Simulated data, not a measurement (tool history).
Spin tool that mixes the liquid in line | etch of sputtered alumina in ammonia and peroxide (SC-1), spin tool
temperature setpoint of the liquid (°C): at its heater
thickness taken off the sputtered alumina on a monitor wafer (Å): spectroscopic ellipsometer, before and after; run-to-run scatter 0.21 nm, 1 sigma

run  hour  temperature setpoint of the liquid (°C)  parts of 29 % ammonia solution to one part of 30 % peroxide (parts by volume)  time under the liquid (s)  thickness taken off the sputtered alumina on a monitor wafer (Å)
  1   0.0                                     56.0                                                                            0.5                        295                                                            301.76
  2   3.4                                     55.5                                                                            0.5                        295                                                            293.49
  3   4.3                                     55.5                                                                            0.5                        320                                                            315.83
  4   8.0                                     55.5                                                                            0.5                        320                                                            320.88
  5  14.9                                     55.0                                                                            0.5                        320                                                            305.61
  6  16.6                                     61.0                                                                            0.5                        320                                                            422.40

Run 7, settings as shown, results not yet in. Your forecast:
  7  22.9                                     60.0                                                                            0.5                        320                                                                 ?

thickness taken off the sputtered alumina on a monitor wafer (Å): 400.83
